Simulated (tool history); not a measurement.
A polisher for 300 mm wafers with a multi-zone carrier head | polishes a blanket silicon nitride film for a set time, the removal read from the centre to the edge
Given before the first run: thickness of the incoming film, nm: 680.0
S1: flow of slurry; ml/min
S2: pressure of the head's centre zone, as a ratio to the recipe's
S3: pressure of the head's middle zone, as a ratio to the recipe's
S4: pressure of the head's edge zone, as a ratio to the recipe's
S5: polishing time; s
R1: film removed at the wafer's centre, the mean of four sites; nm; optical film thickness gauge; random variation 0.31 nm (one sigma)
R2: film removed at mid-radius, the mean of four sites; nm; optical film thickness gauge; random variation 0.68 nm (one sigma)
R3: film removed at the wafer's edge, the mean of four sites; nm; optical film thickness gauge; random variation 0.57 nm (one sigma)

run,day,S1,S2,S3,S4,S5,R1,R2,R3
1,0.000,260,1.00,1.00,1.00,61,102.230,102.060,95.004
2,0.075,260,1.00,0.95,1.00,61,102.460,98.773,93.290
3,0.142,245,0.93,0.97,0.95,50,77.476,82.583,77.616
4,0.254,245,0.93,0.90,0.95,50,76.317,75.811,75.039
5,0.408,245,0.93,0.90,1.03,50,76.937,77.400,80.057
6,0.642,250,0.90,0.95,0.96,42,63.173,67.674,64.435
# day 0.967: edge zone pressure recalibrated
7,0.967,260,0.87,0.98,0.93,39,56.930,65.517,62.054

Run 8, settings as shown, results not yet in. Your forecast:
8,1.267,255,0.87,1.01,0.89,36,?,?,?

R1: 52.291 nm
R2: 60.394 nm
R3: 55.980 nm

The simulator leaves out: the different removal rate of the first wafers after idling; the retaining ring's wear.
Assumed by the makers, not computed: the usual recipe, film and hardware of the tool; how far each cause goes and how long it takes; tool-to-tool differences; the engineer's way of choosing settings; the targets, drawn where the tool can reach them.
